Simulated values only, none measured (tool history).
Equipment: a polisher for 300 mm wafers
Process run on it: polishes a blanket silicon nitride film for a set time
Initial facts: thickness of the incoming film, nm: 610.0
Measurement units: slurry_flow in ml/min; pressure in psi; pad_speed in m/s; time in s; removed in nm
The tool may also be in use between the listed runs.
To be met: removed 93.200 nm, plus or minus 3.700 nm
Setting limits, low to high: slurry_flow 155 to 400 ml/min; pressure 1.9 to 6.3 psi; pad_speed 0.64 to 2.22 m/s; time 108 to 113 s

run	hour	slurry_flow	pressure	pad_speed	time	removed
1	0.0	255	4.1	1.42	108	298.360
2	1.4	255	3.3	1.42	108	238.520
3	3.5	220	2.8	1.16	108	172.100
4	12.5	200	2.5	0.98	108	134.260
5	17.9	200	2.5	1.30	108	167.860
6	21.2	190	2.3	1.10	108	132.480
7	22.0	180	2.2	1.00	108	117.010
8	26.5	175	2.1	0.96	108	108.630

Pick the move, out of 5, that brings all results within their allowed miss; only one does.
A	31.0	155	2.0	1.00	108	?
B	31.0	180	2.2	1.08	108	?
C	31.0	190	2.7	1.00	113	?
D	31.0	235	1.9	0.86	108	?
E	31.0	180	2.0	1.18	110	?

move	removed
A	104.350
B	124.910
C	150.650
D	94.329
E	124.830
A: gains on the last run, yet a result remains outside its allowed miss
B: lands further from the targets than the last run did
C: lands further from the targets than the last run did
D: every result within its allowed miss
E: lands further from the targets than the last run did
D is the move that brings every result within its allowed miss.
